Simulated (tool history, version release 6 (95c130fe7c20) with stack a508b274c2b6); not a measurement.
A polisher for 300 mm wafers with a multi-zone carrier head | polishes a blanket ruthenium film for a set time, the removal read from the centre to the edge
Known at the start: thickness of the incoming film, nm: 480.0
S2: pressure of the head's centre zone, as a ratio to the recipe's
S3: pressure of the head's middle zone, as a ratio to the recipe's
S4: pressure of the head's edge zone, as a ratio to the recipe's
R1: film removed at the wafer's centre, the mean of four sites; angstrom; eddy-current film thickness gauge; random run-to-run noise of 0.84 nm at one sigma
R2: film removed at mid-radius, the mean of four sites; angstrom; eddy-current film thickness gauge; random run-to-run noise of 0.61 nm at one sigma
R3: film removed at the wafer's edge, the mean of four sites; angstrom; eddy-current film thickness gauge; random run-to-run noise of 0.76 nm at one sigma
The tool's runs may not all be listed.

run 1 hour=0 | flow_of_slurry_(ml/min)=135 S2=1 S3=1 S4=1 polishing_time_(s)=65 | R1=643.07 R2=646.23 R3=634.64
run 2 hour=8.9 | flow_of_slurry_(ml/min)=135 S2=1 S3=1 S4=1 polishing_time_(s)=76 | R1=749.67 R2=738.15 R3=751.42
run 3 hour=12.4 | flow_of_slurry_(ml/min)=115 S2=1 S3=1 S4=1 polishing_time_(s)=76 | R1=701.69 R2=719.11 R3=721.38
run 4 hour=17.7 | flow_of_slurry_(ml/min)=115 S2=1 S3=1 S4=1.05 polishing_time_(s)=76 | R1=715.54 R2=716.89 R3=745.04
run 5 hour=21.4 | flow_of_slurry_(ml/min)=115 S2=1 S3=0.94 S4=1.05 polishing_time_(s)=76 | R1=727.31 R2=670.8 R3=748.75
run 6 hour=25.7 | flow_of_slurry_(ml/min)=115 S2=1 S3=0.94 S4=1.05 polishing_time_(s)=61 | R1=574.67 R2=539 R3=604
run 7 hour=27.6 | flow_of_slurry_(ml/min)=125 S2=1.01 S3=0.96 S4=1.05 polishing_time_(s)=61 | R1=585.09 R2=567.88 R3=608.58

Estimate the outcome of run 8 from the log above:
run 8 hour=34.5 | flow_of_slurry_(ml/min)=135 S2=1.03 S3=0.97 S4=1.05 polishing_time_(s)=61 | R1=? R2=? R3=?

R1: 613.26 angstrom
R2: 588.69 angstrom
R3: 615.54 angstrom
